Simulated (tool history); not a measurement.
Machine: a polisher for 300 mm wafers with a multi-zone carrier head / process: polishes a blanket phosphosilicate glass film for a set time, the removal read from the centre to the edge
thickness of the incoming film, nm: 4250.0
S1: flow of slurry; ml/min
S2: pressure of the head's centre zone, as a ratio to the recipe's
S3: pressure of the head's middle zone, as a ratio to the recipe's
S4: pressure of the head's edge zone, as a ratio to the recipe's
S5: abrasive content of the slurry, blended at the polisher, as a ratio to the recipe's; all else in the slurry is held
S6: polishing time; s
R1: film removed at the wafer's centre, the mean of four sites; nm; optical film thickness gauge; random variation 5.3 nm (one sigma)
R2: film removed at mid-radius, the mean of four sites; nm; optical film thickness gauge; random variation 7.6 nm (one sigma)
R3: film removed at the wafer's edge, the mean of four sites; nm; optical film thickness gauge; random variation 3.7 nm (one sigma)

| run | hour | S1 | S2 | S3 | S4 | S5 | S6 | R1 | R2 | R3 |
|---|---|---|---|---|---|---|---|---|---|---|
| 1 | 0.0 | 135 | 1.00 | 1.00 | 1.00 | 1.00 | 58 | 753.75 | 749.21 | 771.84 |
| 2 | 5.4 | 135 | 1.00 | 1.00 | 1.00 | 1.00 | 72 | 950.58 | 923.28 | 971.47 |
| 3 | 12.4 | 135 | 1.06 | 1.00 | 1.00 | 1.00 | 72 | 986.13 | 915.05 | 962.86 |
| 4 | 14.1 | 135 | 1.06 | 1.00 | 1.03 | 1.00 | 72 | 973.44 | 940.97 | 982.83 |
| 5 | 22.0 | 125 | 1.01 | 1.02 | 1.03 | 0.90 | 68 | 825.00 | 844.83 | 866.13 |
| 6 | 28.7 | 115 | 0.97 | 1.02 | 1.02 | 0.80 | 66 | 725.62 | 747.25 | 781.31 |
| 7 | 37.0 | 110 | 0.94 | 1.04 | 1.01 | 0.75 | 65 | 684.07 | 725.68 | 751.03 |
| 8 | 39.7 | 105 | 0.91 | 1.06 | 1.01 | 0.70 | 64 | 613.87 | 701.65 | 698.35 |
| 9 | 43.5 | 100 | 0.89 | 1.06 | 1.00 | 0.65 | 64 | 584.85 | 659.27 | 675.75 |

What does the tool deliver on the next run?
| 10 | 51.6 | 95 | 0.87 | 1.07 | 0.98 | 0.60 | 64 | ? | ? | ? |

{"run 10": {"R1": 533.18, "R2": 617.5, "R3": 624.41}}
